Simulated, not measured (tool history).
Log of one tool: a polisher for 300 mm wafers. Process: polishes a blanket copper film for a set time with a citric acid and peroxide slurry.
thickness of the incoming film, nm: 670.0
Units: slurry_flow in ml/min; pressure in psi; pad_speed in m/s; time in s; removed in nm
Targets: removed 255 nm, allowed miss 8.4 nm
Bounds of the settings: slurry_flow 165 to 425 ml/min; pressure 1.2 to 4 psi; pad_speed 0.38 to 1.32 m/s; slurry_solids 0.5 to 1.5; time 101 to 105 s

| run | hour | slurry_flow | pressure | pad_speed | slurry_solids | time | removed |
|---|---|---|---|---|---|---|---|
| 1 | 0 | 275 | 2.6 | 0.84 | 1 | 101 | 172.69 |
| 2 | 0.5 | 320 | 2.6 | 0.84 | 1 | 101 | 171.2 |
| 3 | 6.4 | 320 | 2 | 0.84 | 1 | 101 | 140.69 |
| 4 | 7.8 | 270 | 2 | 0.84 | 1 | 101 | 135.4 |
| 5 | 16.8 | 270 | 2 | 0.84 | 1.1 | 101 | 140.73 |
| 6 | 23.2 | 270 | 2.2 | 0.84 | 1.1 | 101 | 151.65 |
| 7 | 31.8 | 270 | 2.4 | 0.84 | 1.1 | 101 | 161.97 |
| 8 | 40.4 | 270 | 2.5 | 0.84 | 1.1 | 101 | 168.12 |
| 9 | 45.9 | 270 | 2.6 | 0.84 | 1.1 | 101 | 173.42 |
| 10 | 52.8 | 270 | 2.6 | 0.84 | 1.1 | 101 | 173.88 |
| 11 | 53.9 | 270 | 2.7 | 0.84 | 1.1 | 101 | 178.3 |
| 12 | 61.5 | 275 | 3.4 | 0.86 | 1.1 | 101 | 220.93 |
| 13 | 69.3 | 275 | 3.5 | 0.86 | 1.1 | 101 | 227.46 |
| 14 | 70.4 | 275 | 3.7 | 0.86 | 1.1 | 101 | 243.82 |
| 15 | 78.7 | 275 | 3.8 | 0.86 | 1.1 | 101 | 243.9 |

Which of these 5 next moves meets every target?
| A | 87 | 310 | 3.9 | 0.8 | 1.1 | 101 | ? |
| B | 87 | 295 | 3.4 | 0.88 | 1.15 | 102 | ? |
| C | 87 | 215 | 4 | 0.78 | 1.05 | 105 | ? |
| D | 87 | 260 | 3.7 | 0.88 | 1.15 | 104 | ? |
| E | 87 | 240 | 3.9 | 0.84 | 1 | 101 | ? |

| move | removed |
|---|---|
| A | 234.93 |
| B | 232.52 |
| C | 232.89 |
| D | 252 |
| E | 236.06 |
A: further off than the last run
B: further off than the last run
C: further off than the last run
D: meets every target
E: further off than the last run
Move D is the one to make.

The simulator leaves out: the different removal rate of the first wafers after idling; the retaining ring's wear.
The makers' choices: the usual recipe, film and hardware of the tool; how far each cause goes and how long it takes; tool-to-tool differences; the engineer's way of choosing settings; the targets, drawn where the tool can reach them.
